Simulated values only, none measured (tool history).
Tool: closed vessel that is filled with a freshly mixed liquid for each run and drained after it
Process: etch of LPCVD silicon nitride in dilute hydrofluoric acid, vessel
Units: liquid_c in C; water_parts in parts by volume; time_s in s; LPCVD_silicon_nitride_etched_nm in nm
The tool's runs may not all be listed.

run,day,liquid_c,water_parts,time_s,LPCVD_silicon_nitride_etched_nm
1,0.000,25.0,45,660,8.5882
2,0.242,25.0,45,515,6.5939
3,0.438,25.0,55,515,5.4038
4,0.750,24.0,55,515,5.0612
5,0.842,23.0,55,515,4.7713
6,1.171,23.0,55,515,4.6938

The next listed run, before its measurement:
7,1.246,22.5,55,515,?

LPCVD_silicon_nitride_etched_nm: 4.5257 nm
